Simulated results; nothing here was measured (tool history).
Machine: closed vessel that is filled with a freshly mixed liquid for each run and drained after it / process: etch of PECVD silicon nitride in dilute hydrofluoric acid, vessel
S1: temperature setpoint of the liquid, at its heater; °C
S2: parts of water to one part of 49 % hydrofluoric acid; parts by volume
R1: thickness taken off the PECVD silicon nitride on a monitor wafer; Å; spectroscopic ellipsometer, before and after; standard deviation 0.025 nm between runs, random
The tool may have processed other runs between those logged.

Run 1, hour 0: S1 20 °C, S2 45 parts by volume, time in the liquid (s) 40. Result: R1 26.986 Å.
Run 2, hour 4.4: S1 20 °C, S2 45 parts by volume, time in the liquid (s) 40. Result: R1 26.972 Å.
Run 3, hour 10.8: S1 20 °C, S2 45 parts by volume, time in the liquid (s) 40. Result: R1 27 Å.
Run 4, hour 19.8: S1 20 °C, S2 45 parts by volume, time in the liquid (s) 30. Result: R1 20.186 Å.
Run 5, hour 22.4: S1 22 °C, S2 45 parts by volume, time in the liquid (s) 30. Result: R1 23.044 Å.
Run 6, hour 23.5: S1 24.5 °C, S2 45 parts by volume, time in the liquid (s) 30. Result: R1 27.338 Å.
Run 7, hour 24.8: S1 25 °C, S2 45 parts by volume, time in the liquid (s) 30. Result: R1 28.419 Å.
Run 8, hour 27.4: S1 25.5 °C, S2 45 parts by volume, time in the liquid (s) 30. Result: R1 29.511 Å.
Run 9, hour 35.6: S1 25.5 °C, S2 45 parts by volume, time in the liquid (s) 30. Result: R1 29.459 Å.

Forecast run 10:
Run 10, hour 42.6: S1 26 °C, S2 45 parts by volume, time in the liquid (s) 30. Result: R1 ?.

{"run 10": {"R1": 30.538}}
